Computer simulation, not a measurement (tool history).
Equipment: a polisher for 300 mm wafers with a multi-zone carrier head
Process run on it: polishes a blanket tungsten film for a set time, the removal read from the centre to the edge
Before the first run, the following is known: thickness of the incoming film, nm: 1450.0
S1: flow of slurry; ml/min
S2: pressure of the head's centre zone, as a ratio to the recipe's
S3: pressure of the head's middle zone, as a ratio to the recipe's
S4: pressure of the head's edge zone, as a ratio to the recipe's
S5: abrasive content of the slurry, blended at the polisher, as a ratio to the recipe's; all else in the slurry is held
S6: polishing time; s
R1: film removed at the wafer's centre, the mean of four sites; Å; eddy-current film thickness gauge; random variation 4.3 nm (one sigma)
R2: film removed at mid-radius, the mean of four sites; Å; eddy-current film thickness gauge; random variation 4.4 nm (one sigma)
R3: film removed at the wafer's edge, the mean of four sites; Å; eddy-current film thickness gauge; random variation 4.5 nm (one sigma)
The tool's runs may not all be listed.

| run | hour | S1 | S2 | S3 | S4 | S5 | S6 | R1 | R2 | R3 |
|---|---|---|---|---|---|---|---|---|---|---|
| 1 | 0.0 | 265 | 1.00 | 1.00 | 1.00 | 1.00 | 86 | 3147.3 | 3129.0 | 3128.5 |
| 2 | 2.5 | 265 | 1.00 | 1.00 | 1.00 | 1.15 | 86 | 3217.8 | 3281.5 | 3267.3 |
| 3 | 6.9 | 265 | 1.00 | 1.00 | 1.02 | 1.20 | 87 | 3289.7 | 3314.7 | 3362.6 |
| 4 | 11.2 | 265 | 1.00 | 1.01 | 1.04 | 1.25 | 88 | 3410.2 | 3451.2 | 3438.9 |
| 5 | 12.2 | 265 | 1.00 | 0.98 | 1.04 | 1.25 | 88 | 3301.4 | 3338.1 | 3414.3 |
| 6 | 19.9 | 265 | 0.99 | 0.98 | 1.05 | 1.30 | 90 | 3437.7 | 3480.0 | 3560.2 |
| 7 | 28.6 | 265 | 0.98 | 0.98 | 1.06 | 1.35 | 91 | 3511.1 | 3571.9 | 3638.5 |
| 8 | 29.6 | 265 | 0.97 | 0.98 | 1.07 | 1.35 | 92 | 3499.2 | 3525.7 | 3629.1 |
| 9 | 34.2 | 270 | 0.91 | 1.03 | 1.17 | 1.50 | 104 | 3867.0 | 4309.8 | 4572.1 |
| 10 | 37.1 | 270 | 0.91 | 1.03 | 1.16 | 1.50 | 104 | 3885.3 | 4328.2 | 4466.3 |

For run 11, what comes out?
| 11 | 40.1 | 270 | 0.91 | 1.02 | 1.15 | 1.50 | 104 | ? | ? | ? |

R1: 3855.2 Å
R2: 4307.2 Å
R3: 4445.0 Å
